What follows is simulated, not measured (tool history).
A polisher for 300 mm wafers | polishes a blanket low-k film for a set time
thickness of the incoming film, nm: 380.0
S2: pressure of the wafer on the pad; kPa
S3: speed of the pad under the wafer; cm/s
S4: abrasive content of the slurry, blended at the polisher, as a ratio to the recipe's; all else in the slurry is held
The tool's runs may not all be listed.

run 1 hour=0 | flow_of_slurry_(ml/min)=185 S2=10.3 S3=82 S4=1 polishing_time_(s)=43 | film_removed_(angstrom)=115.12
run 2 hour=1.1 | flow_of_slurry_(ml/min)=185 S2=10.3 S3=82 S4=1 polishing_time_(s)=43 | film_removed_(angstrom)=113.96
run 3 hour=6 | flow_of_slurry_(ml/min)=200 S2=11 S3=82 S4=1 polishing_time_(s)=43 | film_removed_(angstrom)=121.75
run 4 hour=15 | flow_of_slurry_(ml/min)=200 S2=11.7 S3=82 S4=1 polishing_time_(s)=43 | film_removed_(angstrom)=129.23
run 5 hour=20.4 | flow_of_slurry_(ml/min)=200 S2=11.7 S3=82 S4=0.8 polishing_time_(s)=43 | film_removed_(angstrom)=116.53
run 6 hour=28.1 | flow_of_slurry_(ml/min)=200 S2=12.4 S3=82 S4=0.8 polishing_time_(s)=43 | film_removed_(angstrom)=122.59
run 7 hour=28.9 | flow_of_slurry_(ml/min)=205 S2=13.1 S3=82 S4=0.8 polishing_time_(s)=43 | film_removed_(angstrom)=128.88
run 8 hour=35.5 | flow_of_slurry_(ml/min)=210 S2=13.8 S3=82 S4=0.8 polishing_time_(s)=43 | film_removed_(angstrom)=135.24

Forecast run 9:
-- hour=44.3 worn pad replaced by a new one
run 9 hour=44.3 | flow_of_slurry_(ml/min)=215 S2=13.8 S3=82 S4=0.8 polishing_time_(s)=43 | film_removed_(angstrom)=?

Run 9 gave film removed (angstrom) 145.34.
